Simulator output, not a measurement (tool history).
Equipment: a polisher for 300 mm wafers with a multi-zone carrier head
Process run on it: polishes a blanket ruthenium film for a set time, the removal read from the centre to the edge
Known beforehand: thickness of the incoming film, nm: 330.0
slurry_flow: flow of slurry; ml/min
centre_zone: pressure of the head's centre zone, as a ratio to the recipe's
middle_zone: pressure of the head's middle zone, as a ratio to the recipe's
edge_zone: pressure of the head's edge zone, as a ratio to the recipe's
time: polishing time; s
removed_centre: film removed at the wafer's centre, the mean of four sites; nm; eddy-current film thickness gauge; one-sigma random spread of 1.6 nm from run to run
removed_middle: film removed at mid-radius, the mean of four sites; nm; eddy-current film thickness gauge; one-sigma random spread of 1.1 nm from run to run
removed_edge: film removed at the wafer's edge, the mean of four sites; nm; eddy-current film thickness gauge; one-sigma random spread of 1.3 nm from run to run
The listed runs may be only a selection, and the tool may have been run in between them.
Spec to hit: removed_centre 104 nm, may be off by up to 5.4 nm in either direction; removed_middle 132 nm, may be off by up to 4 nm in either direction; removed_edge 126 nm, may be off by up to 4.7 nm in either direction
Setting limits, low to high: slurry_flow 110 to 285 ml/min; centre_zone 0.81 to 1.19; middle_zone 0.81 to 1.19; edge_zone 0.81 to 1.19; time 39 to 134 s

{"run": 1, "hour": 0.0, "slurry_flow": 180, "centre_zone": 1, "middle_zone": 1, "edge_zone": 1, "time": 86, "removed_centre": 97.199, "removed_middle": 101.2, "removed_edge": 97.822}
{"run": 2, "hour": 5.9, "slurry_flow": 180, "centre_zone": 1, "middle_zone": 1, "edge_zone": 1, "time": 105, "removed_centre": 119.27, "removed_middle": 125.02, "removed_edge": 116.6}
{"run": 3, "hour": 9.2, "slurry_flow": 180, "centre_zone": 1, "middle_zone": 1, "edge_zone": 1.08, "time": 105, "removed_centre": 120.03, "removed_middle": 122.99, "removed_edge": 122.13}
{"run": 4, "hour": 13.7, "slurry_flow": 180, "centre_zone": 0.95, "middle_zone": 1.02, "edge_zone": 1.09, "time": 105, "removed_centre": 112.52, "removed_middle": 126.3, "removed_edge": 126.01}
{"run": 5, "hour": 22.1, "slurry_flow": 180, "centre_zone": 0.95, "middle_zone": 1.02, "edge_zone": 1.01, "time": 105, "removed_centre": 111.33, "removed_middle": 126.5, "removed_edge": 120.04}
{"run": 6, "hour": 31.0, "slurry_flow": 180, "centre_zone": 0.95, "middle_zone": 1.02, "edge_zone": 1.01, "time": 86, "removed_centre": 90.702, "removed_middle": 101.86, "removed_edge": 99.218}
{"run": 7, "hour": 36.3, "slurry_flow": 195, "centre_zone": 0.94, "middle_zone": 1.06, "edge_zone": 1.06, "time": 89, "removed_centre": 94.568, "removed_middle": 113.5, "removed_edge": 104.87}
{"run": 8, "hour": 40.5, "slurry_flow": 205, "centre_zone": 0.93, "middle_zone": 1.06, "edge_zone": 1.09, "time": 92, "removed_centre": 97.737, "removed_middle": 118.02, "removed_edge": 110.66}
{"run": 9, "hour": 43.5, "slurry_flow": 215, "centre_zone": 0.92, "middle_zone": 1.06, "edge_zone": 1.12, "time": 94, "removed_centre": 104.2, "removed_middle": 118.84, "removed_edge": 116.56}
{"run": 10, "hour": 50.7, "slurry_flow": 215, "centre_zone": 0.92, "middle_zone": 1.06, "edge_zone": 1.12, "time": 94, "removed_centre": 103.54, "removed_middle": 119.81, "removed_edge": 115.8}
{"run": 11, "hour": 54.5, "slurry_flow": 220, "centre_zone": 0.9, "middle_zone": 1.08, "edge_zone": 1.14, "time": 95, "removed_centre": 100.34, "removed_middle": 125.09, "removed_edge": 117.94}
{"run": 12, "hour": 61.8, "slurry_flow": 225, "centre_zone": 0.89, "middle_zone": 1.08, "edge_zone": 1.16, "time": 96, "removed_centre": 101.56, "removed_middle": 124.37, "removed_edge": 118.06}
{"run": 13, "hour": 62.8, "slurry_flow": 225, "centre_zone": 0.89, "middle_zone": 1.08, "edge_zone": 1.16, "time": 96, "removed_centre": 99.351, "removed_middle": 125.08, "removed_edge": 121.02}
{"run": 14, "hour": 69.5, "slurry_flow": 235, "centre_zone": 0.89, "middle_zone": 1.09, "edge_zone": 1.17, "time": 96, "removed_centre": 101.29, "removed_middle": 127.67, "removed_edge": 121.93}

Consider the 5 candidate settings below. Which is the only one whose results all fall within their allowed miss of target?
{"run": "A", "hour": 76.2, "slurry_flow": 215, "centre_zone": 0.87, "middle_zone": 1.02, "edge_zone": 1.19, "time": 100, "removed_centre": "?", "removed_middle": "?", "removed_edge": "?"}
{"run": "B", "hour": 76.2, "slurry_flow": 240, "centre_zone": 1, "middle_zone": 1.17, "edge_zone": 1.15, "time": 102, "removed_centre": "?", "removed_middle": "?", "removed_edge": "?"}
{"run": "C", "hour": 76.2, "slurry_flow": 240, "centre_zone": 0.91, "middle_zone": 1.07, "edge_zone": 1.17, "time": 107, "removed_centre": "?", "removed_middle": "?", "removed_edge": "?"}
{"run": "D", "hour": 76.2, "slurry_flow": 240, "centre_zone": 1, "middle_zone": 1.05, "edge_zone": 1.15, "time": 95, "removed_centre": "?", "removed_middle": "?", "removed_edge": "?"}
{"run": "E", "hour": 76.2, "slurry_flow": 210, "centre_zone": 0.85, "middle_zone": 1.02, "edge_zone": 1.07, "time": 106, "removed_centre": "?", "removed_middle": "?", "removed_edge": "?"}

move=A removed_centre=101.05 removed_middle=122.34 removed_edge=124.59
move=B removed_centre=120.71 removed_middle=141.9 removed_edge=126.07
move=C removed_centre=115.06 removed_middle=138.21 removed_edge=133.58
move=D removed_centre=112.33 removed_middle=120.75 removed_edge=117.6
move=E removed_centre=104.22 removed_middle=129.27 removed_edge=124.93
A: its largest miss is bigger than the last run's
B: pushes the last run's worst result past its target
C: pushes the last run's worst result past its target
D: its largest miss is bigger than the last run's
E: meets every target
E meets every target.
